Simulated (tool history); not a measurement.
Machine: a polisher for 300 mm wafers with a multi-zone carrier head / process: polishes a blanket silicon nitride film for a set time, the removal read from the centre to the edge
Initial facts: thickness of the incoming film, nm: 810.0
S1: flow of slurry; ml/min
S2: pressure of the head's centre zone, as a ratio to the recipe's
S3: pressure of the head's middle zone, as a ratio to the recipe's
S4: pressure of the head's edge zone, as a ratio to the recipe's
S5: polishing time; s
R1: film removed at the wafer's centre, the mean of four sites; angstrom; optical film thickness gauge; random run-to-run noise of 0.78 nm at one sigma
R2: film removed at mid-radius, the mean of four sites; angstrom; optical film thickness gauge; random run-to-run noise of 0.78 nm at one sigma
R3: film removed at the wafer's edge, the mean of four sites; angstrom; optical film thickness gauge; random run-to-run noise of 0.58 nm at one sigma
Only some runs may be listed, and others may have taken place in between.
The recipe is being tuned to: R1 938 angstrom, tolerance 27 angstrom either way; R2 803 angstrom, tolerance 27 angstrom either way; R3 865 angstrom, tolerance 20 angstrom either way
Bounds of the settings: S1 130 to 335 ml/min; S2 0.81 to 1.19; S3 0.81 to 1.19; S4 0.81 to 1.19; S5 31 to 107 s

| run | hour | S1 | S2 | S3 | S4 | S5 | R1 | R2 | R3 |
|---|---|---|---|---|---|---|---|---|---|
| 1 | 0 | 215 | 1 | 1 | 1 | 69 | 1330 | 1345.5 | 1383.2 |
| 2 | 2.8 | 210 | 1.01 | 0.97 | 0.97 | 63 | 1218.9 | 1198.5 | 1218.8 |
| 3 | 11.7 | 200 | 1.01 | 0.93 | 0.96 | 59 | 1113.4 | 1107.2 | 1135.7 |
| 4 | 20.5 | 205 | 1.03 | 0.9 | 0.96 | 55 | 1091.8 | 968.11 | 1062.3 |
| 5 | 22.7 | 150 | 1.03 | 0.9 | 0.96 | 55 | 1015.3 | 934.39 | 1019.5 |
| 6 | 26.3 | 150 | 1.04 | 0.88 | 0.93 | 54 | 1008.6 | 887.32 | 981.85 |
| 7 | 33.4 | 150 | 1.04 | 0.88 | 0.91 | 53 | 994.66 | 876.31 | 956.87 |
| 8 | 36.6 | 145 | 1.04 | 0.87 | 0.89 | 52 | 967.92 | 838.19 | 929.56 |
| 9 | 44.4 | 145 | 1.04 | 0.87 | 0.87 | 52 | 955.56 | 834.83 | 917.22 |
| 10 | 48.4 | 145 | 1.04 | 0.87 | 0.87 | 52 | 955.32 | 856.5 | 911.32 |
| 11 | 49.7 | 145 | 1.04 | 0.86 | 0.86 | 52 | 954.9 | 846.72 | 907.44 |
| 12 | 53.5 | 145 | 1.04 | 0.85 | 0.85 | 52 | 963.48 | 826.77 | 897.35 |
| 13 | 57.9 | 145 | 1.04 | 0.85 | 0.84 | 52 | 953.28 | 817.79 | 904.77 |
| 14 | 60.1 | 145 | 1.04 | 0.85 | 0.83 | 52 | 965.65 | 823.86 | 908.81 |

4 next moves are on the table. One of them brings every result within its allowed miss. Which?
| A | 62.3 | 130 | 1.06 | 0.88 | 0.85 | 51 | ? | ? | ? |
| B | 62.3 | 155 | 1.06 | 0.85 | 0.81 | 53 | ? | ? | ? |
| C | 62.3 | 180 | 1.07 | 0.88 | 0.81 | 51 | ? | ? | ? |
| D | 62.3 | 140 | 1.12 | 0.84 | 0.81 | 50 | ? | ? | ? |

| move | R1 | R2 | R3 |
|---|---|---|---|
| A | 926.99 | 812.15 | 877.05 |
| B | 1011.4 | 856.21 | 920.14 |
| C | 1016.3 | 873.36 | 904.34 |
| D | 981.7 | 781 | 853.68 |
A: in spec on every target
B: further off than the last run
C: further off than the last run
D: the worst result of the last run now meets its target, but another is out of spec
A is the move that brings every result within its allowed miss.
